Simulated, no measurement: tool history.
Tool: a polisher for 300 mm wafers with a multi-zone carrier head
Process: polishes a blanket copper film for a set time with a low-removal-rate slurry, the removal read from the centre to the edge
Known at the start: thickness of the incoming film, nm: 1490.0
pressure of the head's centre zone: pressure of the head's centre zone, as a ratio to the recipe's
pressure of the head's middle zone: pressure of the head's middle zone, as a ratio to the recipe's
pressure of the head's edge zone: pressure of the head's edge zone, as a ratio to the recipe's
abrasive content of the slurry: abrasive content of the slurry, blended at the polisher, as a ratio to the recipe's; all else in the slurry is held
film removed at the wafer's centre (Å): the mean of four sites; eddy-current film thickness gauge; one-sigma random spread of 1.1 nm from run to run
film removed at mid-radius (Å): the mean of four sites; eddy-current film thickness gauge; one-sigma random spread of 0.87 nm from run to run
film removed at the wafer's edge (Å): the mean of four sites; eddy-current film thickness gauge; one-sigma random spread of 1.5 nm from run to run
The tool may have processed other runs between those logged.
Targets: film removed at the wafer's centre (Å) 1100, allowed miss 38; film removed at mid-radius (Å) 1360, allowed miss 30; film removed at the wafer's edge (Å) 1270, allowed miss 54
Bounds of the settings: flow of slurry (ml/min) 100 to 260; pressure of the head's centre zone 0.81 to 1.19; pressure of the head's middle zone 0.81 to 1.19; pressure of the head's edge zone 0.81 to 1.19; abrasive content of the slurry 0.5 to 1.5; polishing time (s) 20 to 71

run  hour  flow of slurry (ml/min)  pressure of the head's centre zone  pressure of the head's middle zone  pressure of the head's edge zone  abrasive content of the slurry  polishing time (s)  film removed at the wafer's centre (Å)  film removed at mid-radius (Å)  film removed at the wafer's edge (Å)
  1     0                      165                                   1                                   1                                 1                               1                  45                                  885.19                          869.28                                846.29
  2   1.4                      175                                0.98                                1.03                              1.04                             1.1                  47                                  911.21                          955.01                                949.41
  3   7.6                      200                                0.98                                1.03                              1.04                             1.1                  47                                  957.55                          979.59                                932.21
  4  14.3                      200                                0.98                                1.03                              1.04                             1.2                  47                                  967.27                          992.91                                960.82
  5  19.7                      200                                0.98                                1.03                              1.04                             1.2                  54                                  1128.3                          1137.2                                1127.4
  6  24.7                      200                                0.98                                1.06                              1.04                             1.2                  54                                  1101.3                          1170.4                                1117.1
  7  25.3                      210                                0.97                                1.08                              1.06                            1.25                  54                                  1115.1                          1208.7                                1124.2
  8  32.4                      210                                0.95                                1.09                              1.08                             1.3                  55                                  1128.3                          1263.6                                1166.9
  9  37.6                      240                                0.87                                1.12                              1.18                             1.4                  55                                    1058                          1333.3                                1308.8

Exactly one of the 4 candidate moves below puts every result within its allowed miss. Which one?
  A  42.8                      235                                0.82                                1.14                              1.19                             1.5                  56                                       ?                               ?                                     ?
  B  42.8                      245                                0.84                                1.18                              1.15                             1.5                  54                                       ?                               ?                                     ?
  C  42.8                      260                                0.88                                1.12                              1.13                             1.5                  55                                       ?                               ?                                     ?
  D  42.8                      220                                0.83                                0.96                              1.19                            1.45                  61                                       ?                               ?                                     ?

move  film removed at the wafer's centre (Å)  film removed at mid-radius (Å)  film removed at the wafer's edge (Å)
   A                                  1030.7                          1380.3                                1303.1
   B                                  1024.3                            1378                                  1239
   C                                  1101.2                          1350.7                                1258.4
   D                                  1116.4                          1278.9                                1403.5
A: lands further from the targets than the last run did
B: lands further from the targets than the last run did
C: each result inside its tolerance
D: puts the biggest miss on target and leaves a different result outside tolerance
Correct choice: C, which meets every target
